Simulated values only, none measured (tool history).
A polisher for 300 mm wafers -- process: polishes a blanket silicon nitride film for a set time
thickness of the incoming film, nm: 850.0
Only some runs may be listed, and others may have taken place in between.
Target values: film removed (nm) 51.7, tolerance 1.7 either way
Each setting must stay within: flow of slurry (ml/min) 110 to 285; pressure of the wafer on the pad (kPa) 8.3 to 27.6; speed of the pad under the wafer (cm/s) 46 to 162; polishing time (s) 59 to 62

| run | hour | flow of slurry (ml/min) | pressure of the wafer on the pad (kPa) | speed of the pad under the wafer (cm/s) | polishing time (s) | film removed (nm) |
|---|---|---|---|---|---|---|
| 1 | 0 | 180 | 17.9 | 104 | 59 | 75.853 |
| 2 | 4.8 | 180 | 16.5 | 104 | 59 | 71.903 |
| 3 | 6.4 | 200 | 16.5 | 104 | 59 | 74.212 |
| 4 | 8.7 | 190 | 15.9 | 104 | 59 | 71.633 |
| 5 | 14.3 | 190 | 13.8 | 104 | 59 | 65.308 |
| 6 | 21.7 | 185 | 13.1 | 104 | 59 | 63.443 |
| 7 | 24.6 | 180 | 12.4 | 104 | 59 | 61.893 |
| 8 | 30.2 | 175 | 11.7 | 104 | 59 | 58.505 |
| 9 | 32.6 | 170 | 11.7 | 104 | 59 | 59.414 |

Which single option among these 4 for the next run brings every result within its allowed miss of target? Just one does.
| A | 35 | 150 | 13.8 | 100 | 62 | ? |
| B | 35 | 140 | 8.3 | 114 | 59 | ? |
| C | 35 | 165 | 14.5 | 106 | 59 | ? |
| D | 35 | 155 | 9 | 94 | 59 | ? |

| move | film removed (nm) |
|---|---|
| A | 64.107 |
| B | 52.481 |
| C | 66.807 |
| D | 47.473 |
A: the biggest miss grows against the last run
B: each result inside its tolerance
C: the biggest miss grows against the last run
D: takes the result that was furthest off past its target
So the answer is move B, the one that meets all the targets.
